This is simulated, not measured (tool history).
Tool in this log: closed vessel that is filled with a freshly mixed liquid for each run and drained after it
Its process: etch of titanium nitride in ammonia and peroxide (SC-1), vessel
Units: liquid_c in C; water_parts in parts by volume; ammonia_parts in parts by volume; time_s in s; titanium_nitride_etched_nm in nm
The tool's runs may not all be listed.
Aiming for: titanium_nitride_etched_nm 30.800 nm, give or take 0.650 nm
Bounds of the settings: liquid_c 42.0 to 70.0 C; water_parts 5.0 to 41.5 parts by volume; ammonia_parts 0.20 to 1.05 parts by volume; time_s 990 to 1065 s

run	day	liquid_c	water_parts	ammonia_parts	time_s	titanium_nitride_etched_nm
1	0.000	58.0	23.0	0.55	990	51.345
2	0.362	58.0	23.0	0.45	990	49.542
3	0.483	58.0	23.0	0.45	990	48.991
4	0.667	58.0	17.0	0.45	990	58.152
5	0.954	55.0	17.0	0.45	990	47.964
6	1.325	53.0	17.0	0.45	990	41.540
7	1.562	53.0	17.0	0.45	990	41.571
8	1.654	47.5	17.0	0.45	990	28.622
9	1.800	48.0	17.0	0.45	990	29.651

Pick the move, out of 4, that brings all results within their allowed miss; only one does.
A	1.946	49.0	18.0	0.40	1020	?
B	1.946	46.0	11.5	0.55	990	?
C	1.946	50.5	18.0	0.35	990	?
D	1.946	44.0	9.0	0.55	1005	?

move	titanium_nitride_etched_nm
A	30.878
B	32.768
C	32.450
D	32.731
A: meets every target
B: pushes the last run's worst result past its target
C: pushes the last run's worst result past its target
D: pushes the last run's worst result past its target
The right move is A.

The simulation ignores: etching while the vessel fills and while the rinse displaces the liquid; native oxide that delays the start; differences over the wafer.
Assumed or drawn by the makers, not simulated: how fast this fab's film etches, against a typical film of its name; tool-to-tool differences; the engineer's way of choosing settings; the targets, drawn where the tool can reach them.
